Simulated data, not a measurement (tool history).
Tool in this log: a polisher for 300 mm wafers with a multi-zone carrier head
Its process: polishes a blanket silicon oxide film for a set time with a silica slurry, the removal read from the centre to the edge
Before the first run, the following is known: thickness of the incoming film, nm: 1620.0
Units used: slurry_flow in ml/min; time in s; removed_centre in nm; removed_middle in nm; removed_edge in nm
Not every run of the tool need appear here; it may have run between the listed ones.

Run 1, hour 0: slurry_flow 180 ml/min, centre_zone 1, middle_zone 1, edge_zone 1, slurry_solids 1, time 76 s. Result: removed_centre 370.73 nm, removed_middle 367.49 nm, removed_edge 371.89 nm.
Run 2, hour 7.3: slurry_flow 180 ml/min, centre_zone 1, middle_zone 1, edge_zone 1, slurry_solids 0.85, time 76 s. Result: removed_centre 360.95 nm, removed_middle 349.21 nm, removed_edge 348.53 nm.
Run 3, hour 15.3: slurry_flow 165 ml/min, centre_zone 0.95, middle_zone 0.98, edge_zone 0.99, slurry_solids 0.75, time 74 s. Result: removed_centre 312.59 nm, removed_middle 311.74 nm, removed_edge 318.61 nm.
Run 4, hour 24.1: slurry_flow 165 ml/min, centre_zone 0.95, middle_zone 0.98, edge_zone 0.99, slurry_solids 0.75, time 57 s. Result: removed_centre 239.94 nm, removed_middle 244.29 nm, removed_edge 244.73 nm.
Run 5, hour 24.9: slurry_flow 165 ml/min, centre_zone 0.95, middle_zone 0.98, edge_zone 0.99, slurry_solids 0.75, time 74 s. Result: removed_centre 311.55 nm, removed_middle 321.48 nm, removed_edge 315.11 nm.
Run 6, hour 26.9: slurry_flow 140 ml/min, centre_zone 0.95, middle_zone 0.98, edge_zone 0.99, slurry_solids 0.75, time 74 s. Result: removed_centre 296.44 nm, removed_middle 303.68 nm, removed_edge 317.25 nm.
Run 7, hour 29.7: slurry_flow 140 ml/min, centre_zone 0.92, middle_zone 0.96, edge_zone 0.96, slurry_solids 0.7, time 74 s. Result: removed_centre 279.98 nm, removed_middle 293.95 nm, removed_edge 300.27 nm.
Run 8, hour 30.9: slurry_flow 140 ml/min, centre_zone 0.9, middle_zone 0.94, edge_zone 0.93, slurry_solids 0.65, time 74 s. Result: removed_centre 270.09 nm, removed_middle 280.5 nm, removed_edge 289.83 nm.
Run 9, hour 39.1: slurry_flow 140 ml/min, centre_zone 0.9, middle_zone 0.94, edge_zone 0.93, slurry_solids 0.65, time 74 s. Result: removed_centre 273.01 nm, removed_middle 281.71 nm, removed_edge 286.03 nm.
Run 10, hour 40.4: slurry_flow 140 ml/min, centre_zone 0.9, middle_zone 0.94, edge_zone 0.93, slurry_solids 0.65, time 74 s. Result: removed_centre 269.7 nm, removed_middle 282 nm, removed_edge 284.8 nm.
Run 11, hour 48.6: slurry_flow 135 ml/min, centre_zone 0.88, middle_zone 0.93, edge_zone 0.91, slurry_solids 0.65, time 74 s. Result: removed_centre 260.27 nm, removed_middle 277.55 nm, removed_edge 284.04 nm.
Run 12, hour 57.3: slurry_flow 135 ml/min, centre_zone 0.88, middle_zone 0.93, edge_zone 0.91, slurry_solids 0.65, time 74 s. Result: removed_centre 262.6 nm, removed_middle 281.23 nm, removed_edge 281.98 nm.

Run 13 is up next; what results do you expect?
Run 13, hour 62: slurry_flow 130 ml/min, centre_zone 0.87, middle_zone 0.92, edge_zone 0.9, slurry_solids 0.65, time 74 s. Result: removed_centre ?, removed_middle ?, removed_edge ?.

For run 13 the tool returned removed_centre 252.44 nm, removed_middle 270.68 nm, removed_edge 281.01 nm.

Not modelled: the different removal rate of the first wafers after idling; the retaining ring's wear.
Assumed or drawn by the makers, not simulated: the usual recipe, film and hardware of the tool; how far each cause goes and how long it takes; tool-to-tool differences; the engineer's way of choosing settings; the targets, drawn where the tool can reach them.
